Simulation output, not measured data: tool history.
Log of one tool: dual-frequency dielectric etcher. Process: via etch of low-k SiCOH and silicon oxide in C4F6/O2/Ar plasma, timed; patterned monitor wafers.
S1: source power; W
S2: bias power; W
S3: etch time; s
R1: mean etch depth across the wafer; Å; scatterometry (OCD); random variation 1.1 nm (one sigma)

run	hour	S1	S2	S3	R1
1	0.0	420	131	112.5	2993.2
2	2.0	420	112	112.5	2833.4
3	5.9	480	112	112.5	3052.6
4	7.0	480	112	118.0	3223.6
5	10.7	480	89	118.0	2971.4
6	18.4	480	89	112.5	2816.5
7	23.1	560	115	115.5	3453.1
8	28.5	560	116	115.5	3487.4

Run 9 comes next. What will it give?
9	30.5	570	119	115.5	?

R1: 3534.8 Å
